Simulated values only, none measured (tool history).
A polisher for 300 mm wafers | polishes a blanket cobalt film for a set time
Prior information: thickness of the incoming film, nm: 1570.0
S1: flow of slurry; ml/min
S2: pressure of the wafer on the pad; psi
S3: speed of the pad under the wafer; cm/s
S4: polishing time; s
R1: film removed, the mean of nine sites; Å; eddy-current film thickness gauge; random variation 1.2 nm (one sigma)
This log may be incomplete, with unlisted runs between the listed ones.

run,day,S1,S2,S3,S4,R1
1,0.000,195,2.5,88,27,1732.5
2,0.296,195,2.2,88,27,1555.2
3,0.496,210,2.2,88,27,1598.4
4,0.554,210,2.5,88,27,1731.2
5,0.917,210,2.5,88,27,1736.3
6,1.254,210,2.1,88,27,1510.2
7,1.283,210,1.9,88,27,1389.5
8,1.375,210,1.7,88,27,1309.3

Estimate the outcome of run 9 from the log above:
9,1.512,210,1.6,88,27,?

R1: 1234.4 Å

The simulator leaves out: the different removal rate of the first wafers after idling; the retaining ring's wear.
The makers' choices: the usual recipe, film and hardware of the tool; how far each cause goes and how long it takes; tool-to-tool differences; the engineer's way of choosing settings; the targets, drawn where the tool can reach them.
